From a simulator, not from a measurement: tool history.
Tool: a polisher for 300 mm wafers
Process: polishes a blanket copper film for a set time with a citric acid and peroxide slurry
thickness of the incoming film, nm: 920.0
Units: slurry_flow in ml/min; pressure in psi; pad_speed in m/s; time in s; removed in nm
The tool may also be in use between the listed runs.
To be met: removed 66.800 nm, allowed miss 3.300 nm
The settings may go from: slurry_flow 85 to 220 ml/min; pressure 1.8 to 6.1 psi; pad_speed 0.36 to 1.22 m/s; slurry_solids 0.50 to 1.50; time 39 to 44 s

| run | hour | slurry_flow | pressure | pad_speed | slurry_solids | time | removed |
|---|---|---|---|---|---|---|---|
| 1 | 0.0 | 140 | 3.9 | 0.78 | 1.00 | 44 | 92.036 |
| 2 | 4.8 | 140 | 3.7 | 0.78 | 1.00 | 44 | 90.830 |
| 3 | 6.5 | 140 | 3.7 | 0.78 | 1.00 | 39 | 79.340 |
| 4 | 11.0 | 140 | 3.7 | 0.78 | 1.20 | 39 | 80.898 |
| 5 | 16.7 | 140 | 3.6 | 0.78 | 1.20 | 39 | 79.352 |
| 6 | 17.5 | 140 | 3.5 | 0.78 | 1.20 | 39 | 76.847 |
| 7 | 25.2 | 140 | 3.4 | 0.78 | 1.20 | 39 | 76.645 |
| 8 | 26.4 | 140 | 3.3 | 0.78 | 1.20 | 39 | 74.209 |
| 9 | 27.5 | 140 | 3.2 | 0.78 | 1.20 | 39 | 70.642 |

5 next moves are on the table. One of them brings every result within its allowed miss. Which?
| A | 28.6 | 180 | 3.4 | 0.64 | 1.20 | 40 | ? |
| B | 28.6 | 145 | 3.6 | 0.72 | 1.10 | 43 | ? |
| C | 28.6 | 145 | 3.2 | 0.72 | 1.00 | 44 | ? |
| D | 28.6 | 120 | 2.7 | 0.86 | 1.15 | 44 | ? |
| E | 28.6 | 140 | 3.4 | 0.80 | 1.05 | 39 | ? |

| move | removed |
|---|---|
| A | 67.254 |
| B | 80.864 |
| C | 73.783 |
| D | 74.309 |
| E | 76.246 |
A: meets every target
B: further off than the last run
C: further off than the last run
D: further off than the last run
E: further off than the last run
Move A is the one to make.

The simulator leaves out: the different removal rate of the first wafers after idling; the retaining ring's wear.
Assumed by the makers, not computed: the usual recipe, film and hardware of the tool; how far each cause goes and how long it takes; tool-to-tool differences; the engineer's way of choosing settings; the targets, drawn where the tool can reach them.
